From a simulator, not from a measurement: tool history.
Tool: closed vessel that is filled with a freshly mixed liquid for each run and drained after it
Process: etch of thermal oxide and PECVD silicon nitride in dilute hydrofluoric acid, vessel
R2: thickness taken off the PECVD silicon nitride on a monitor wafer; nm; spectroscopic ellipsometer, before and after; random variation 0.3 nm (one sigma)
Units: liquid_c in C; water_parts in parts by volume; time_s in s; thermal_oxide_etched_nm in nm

{"run": 1, "hour": 0.0, "liquid_c": 21.0, "water_parts": 165, "time_s": 1605, "thermal_oxide_etched_nm": 36.671, "R2": 46.757}
{"run": 2, "hour": 8.0, "liquid_c": 24.5, "water_parts": 165, "time_s": 1605, "thermal_oxide_etched_nm": 41.866, "R2": 58.972}
{"run": 3, "hour": 14.8, "liquid_c": 24.5, "water_parts": 130, "time_s": 1605, "thermal_oxide_etched_nm": 55.448, "R2": 74.411}
{"run": 4, "hour": 20.4, "liquid_c": 24.5, "water_parts": 130, "time_s": 1230, "thermal_oxide_etched_nm": 42.409, "R2": 57.23}
{"run": 5, "hour": 23.2, "liquid_c": 25.5, "water_parts": 140, "time_s": 1250, "thermal_oxide_etched_nm": 40.805, "R2": 57.422}
{"run": 6, "hour": 31.4, "liquid_c": 26.0, "water_parts": 145, "time_s": 1260, "thermal_oxide_etched_nm": 40.507, "R2": 57.779}
{"run": 7, "hour": 35.4, "liquid_c": 26.5, "water_parts": 150, "time_s": 1265, "thermal_oxide_etched_nm": 39.579, "R2": 58.063}

Run 8 comes next. What will it give?
{"run": 8, "hour": 43.5, "liquid_c": 27.0, "water_parts": 150, "time_s": 1265, "thermal_oxide_etched_nm": "?", "R2": "?"}

thermal_oxide_etched_nm: 40.681 nm
R2: 59.449 nm

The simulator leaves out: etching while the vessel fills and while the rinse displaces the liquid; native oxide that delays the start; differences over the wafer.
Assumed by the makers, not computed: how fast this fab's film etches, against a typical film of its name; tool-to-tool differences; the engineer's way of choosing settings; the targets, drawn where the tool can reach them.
